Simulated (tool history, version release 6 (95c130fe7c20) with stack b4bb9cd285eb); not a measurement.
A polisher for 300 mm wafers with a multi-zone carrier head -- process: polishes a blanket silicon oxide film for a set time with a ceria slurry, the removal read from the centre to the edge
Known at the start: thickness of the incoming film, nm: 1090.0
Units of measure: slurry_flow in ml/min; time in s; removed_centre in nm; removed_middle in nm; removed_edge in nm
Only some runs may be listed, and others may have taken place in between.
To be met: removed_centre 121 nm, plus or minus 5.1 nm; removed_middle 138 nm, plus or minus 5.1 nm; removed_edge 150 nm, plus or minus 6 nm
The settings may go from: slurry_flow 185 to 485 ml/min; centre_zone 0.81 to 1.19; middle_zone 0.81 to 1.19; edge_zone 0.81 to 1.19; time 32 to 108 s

Run 1, day 0: slurry_flow 310 ml/min, centre_zone 1, middle_zone 1, edge_zone 1, time 70 s. Result: removed_centre 170.94 nm, removed_middle 176.07 nm, removed_edge 173.47 nm.
Run 2, day 0.196: slurry_flow 310 ml/min, centre_zone 1, middle_zone 1, edge_zone 1.04, time 70 s. Result: removed_centre 172.87 nm, removed_middle 177.96 nm, removed_edge 178.04 nm.
Run 3, day 0.333: slurry_flow 300 ml/min, centre_zone 0.95, middle_zone 0.97, edge_zone 1.02, time 67 s. Result: removed_centre 155.91 nm, removed_middle 163.66 nm, removed_edge 172.94 nm.
Run 4, day 0.592: slurry_flow 300 ml/min, centre_zone 0.92, middle_zone 0.96, edge_zone 0.99, time 64 s. Result: removed_centre 145.27 nm, removed_middle 154.88 nm, removed_edge 157.14 nm.
Run 5, day 0.733: slurry_flow 300 ml/min, centre_zone 0.92, middle_zone 0.96, edge_zone 1.07, time 64 s. Result: removed_centre 144.01 nm, removed_middle 153.48 nm, removed_edge 159.92 nm.
Run 6, day 1.046: slurry_flow 300 ml/min, centre_zone 0.92, middle_zone 0.96, edge_zone 1.07, time 79 s. Result: removed_centre 176.71 nm, removed_middle 191.86 nm, removed_edge 202.56 nm.
Run 7, day 1.071: slurry_flow 295 ml/min, centre_zone 0.89, middle_zone 0.95, edge_zone 1.07, time 74 s. Result: removed_centre 161.54 nm, removed_middle 176.5 nm, removed_edge 189.13 nm.
Run 8, day 1.112: slurry_flow 290 ml/min, centre_zone 0.87, middle_zone 0.94, edge_zone 1.07, time 70 s. Result: removed_centre 148.08 nm, removed_middle 165.53 nm, removed_edge 179.46 nm.
Run 9, day 1.346: slurry_flow 295 ml/min, centre_zone 0.86, middle_zone 0.94, edge_zone 1.07, time 67 s. Result: removed_centre 142.23 nm, removed_middle 158.12 nm, removed_edge 169.37 nm.
Run 10, day 1.392: slurry_flow 290 ml/min, centre_zone 0.85, middle_zone 0.94, edge_zone 1.07, time 65 s. Result: removed_centre 132.93 nm, removed_middle 153.88 nm, removed_edge 164.51 nm.
Run 11, day 1.75: slurry_flow 295 ml/min, centre_zone 0.84, middle_zone 0.93, edge_zone 1.06, time 63 s. Result: removed_centre 130.42 nm, removed_middle 146.68 nm, removed_edge 163.92 nm.
Run 12, day 1.917: slurry_flow 285 ml/min, centre_zone 0.84, middle_zone 0.93, edge_zone 1.06, time 62 s. Result: removed_centre 130.29 nm, removed_middle 146.56 nm, removed_edge 157.51 nm.
Run 13, day 2.117: slurry_flow 280 ml/min, centre_zone 0.81, middle_zone 0.91, edge_zone 1.06, time 58 s. Result: removed_centre 114.37 nm, removed_middle 133.2 nm, removed_edge 146.69 nm.
Run 14, day 2.492: slurry_flow 290 ml/min, centre_zone 0.82, middle_zone 0.92, edge_zone 1.06, time 58 s. Result: removed_centre 115.88 nm, removed_middle 136.11 nm, removed_edge 147.19 nm.
Run 15, day 2.775: slurry_flow 290 ml/min, centre_zone 0.82, middle_zone 0.92, edge_zone 1.06, time 58 s. Result: removed_centre 114.89 nm, removed_middle 133.99 nm, removed_edge 149.83 nm.

Below are 4 possible settings for the next run. Only one of them brings all results inside the allowed miss of their targets. Which is it?
Run A, day 3.058: slurry_flow 325 ml/min, centre_zone 0.86, middle_zone 0.94, edge_zone 1.06, time 58 s. Result: removed_centre ?, removed_middle ?, removed_edge ?.
Run B, day 3.058: slurry_flow 300 ml/min, centre_zone 0.81, middle_zone 0.97, edge_zone 1.06, time 62 s. Result: removed_centre ?, removed_middle ?, removed_edge ?.
Run C, day 3.058: slurry_flow 245 ml/min, centre_zone 0.81, middle_zone 0.97, edge_zone 1.09, time 58 s. Result: removed_centre ?, removed_middle ?, removed_edge ?.
Run D, day 3.058: slurry_flow 340 ml/min, centre_zone 0.81, middle_zone 0.89, edge_zone 1.14, time 61 s. Result: removed_centre ?, removed_middle ?, removed_edge ?.

move  removed_centre  removed_middle  removed_edge
   A          124.46          139.49        149.05
   B          124.43          152.21        158.53
   C          114.28          140.05        148.51
   D          123.62          140.66        163.15
A: every result within its allowed miss
B: the worst result of the last run now meets its target, but another is out of spec
C: moves away from the targets compared with the last run
D: the worst result of the last run now meets its target, but another is out of spec
Correct choice: A, which meets every target

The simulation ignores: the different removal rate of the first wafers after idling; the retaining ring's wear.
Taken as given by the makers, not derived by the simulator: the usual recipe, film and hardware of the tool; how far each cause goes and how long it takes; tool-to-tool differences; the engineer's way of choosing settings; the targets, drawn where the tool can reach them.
